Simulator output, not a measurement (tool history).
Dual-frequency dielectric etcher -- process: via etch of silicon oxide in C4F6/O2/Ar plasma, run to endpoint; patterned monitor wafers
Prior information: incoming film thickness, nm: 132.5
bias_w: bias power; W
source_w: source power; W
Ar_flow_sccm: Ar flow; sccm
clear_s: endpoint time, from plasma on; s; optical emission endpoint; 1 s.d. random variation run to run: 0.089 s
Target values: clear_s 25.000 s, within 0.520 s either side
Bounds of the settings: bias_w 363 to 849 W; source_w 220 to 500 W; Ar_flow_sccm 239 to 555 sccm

run  hour  bias_w  source_w  Ar_flow_sccm  clear_s
  1   0.0     606       360           397   29.364
  2   6.8     606       310           397   31.864
  3  13.8     503       310           397   35.512
  4  15.1     539       310           397   34.130
  5  20.9     539       340           397   32.221
  6  23.0     568       340           397   31.353
  7  31.9     593       340           397   30.730
  8  38.1     593       340           397   30.614

Pick the move, out of 5, that brings all results within their allowed miss; only one does.
  A  44.3     731       420           363        ?
  B  44.3     666       400           357        ?
  C  44.3     755       480           403        ?
  D  44.3     721       400           356        ?
  E  44.3     717       370           318        ?

move  clear_s
   A   24.269
   B   26.072
   C   22.474
   D   25.050
   E   26.008
A: takes the result that was furthest off past its target
B: moves toward the targets from the last run without getting all of them in spec
C: takes the result that was furthest off past its target
D: each result inside its tolerance
E: moves toward the targets from the last run without getting all of them in spec
Correct choice: D, which meets every target
